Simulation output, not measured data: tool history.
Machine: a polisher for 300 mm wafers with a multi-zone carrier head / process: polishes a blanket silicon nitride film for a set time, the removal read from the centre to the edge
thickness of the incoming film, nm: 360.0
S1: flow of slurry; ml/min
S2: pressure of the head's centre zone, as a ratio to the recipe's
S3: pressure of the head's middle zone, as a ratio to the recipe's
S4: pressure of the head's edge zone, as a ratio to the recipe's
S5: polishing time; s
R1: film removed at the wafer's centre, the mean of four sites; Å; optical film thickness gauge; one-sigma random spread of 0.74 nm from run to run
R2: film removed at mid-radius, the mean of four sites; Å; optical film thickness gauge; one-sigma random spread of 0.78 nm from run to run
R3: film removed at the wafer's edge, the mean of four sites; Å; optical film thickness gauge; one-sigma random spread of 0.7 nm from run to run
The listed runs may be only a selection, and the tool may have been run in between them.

| run | hour | S1 | S2 | S3 | S4 | S5 | R1 | R2 | R3 |
|---|---|---|---|---|---|---|---|---|---|
| 1 | 0 | 220 | 1 | 1 | 1 | 35 | 590.62 | 610.94 | 608.89 |
| 2 | 2.2 | 225 | 1 | 1.02 | 1.01 | 35 | 600.65 | 609.08 | 617.12 |
| 3 | 3.7 | 225 | 0.95 | 1.02 | 1.01 | 35 | 576.38 | 625.95 | 612.4 |
| 4 | 8.5 | 205 | 0.95 | 1.02 | 1.01 | 35 | 559.4 | 609.11 | 596.2 |
| 5 | 13.5 | 215 | 0.94 | 1.04 | 1.01 | 35 | 562.75 | 626.47 | 604.52 |
| 6 | 19 | 225 | 0.93 | 1.06 | 1.01 | 35 | 557.84 | 631.28 | 610.18 |
| 7 | 27.1 | 225 | 0.93 | 1.06 | 1.01 | 35 | 564.41 | 641.48 | 613.13 |
| 8 | 27.7 | 270 | 0.93 | 1.16 | 1.04 | 37 | 610.25 | 740.33 | 666.51 |

The next listed run, before its measurement:
| 9 | 34.3 | 270 | 0.93 | 1.16 | 1.03 | 37 | ? | ? | ? |

For run 9 the tool returned R1 586.88 Å, R2 751.52 Å, R3 654.26 Å.

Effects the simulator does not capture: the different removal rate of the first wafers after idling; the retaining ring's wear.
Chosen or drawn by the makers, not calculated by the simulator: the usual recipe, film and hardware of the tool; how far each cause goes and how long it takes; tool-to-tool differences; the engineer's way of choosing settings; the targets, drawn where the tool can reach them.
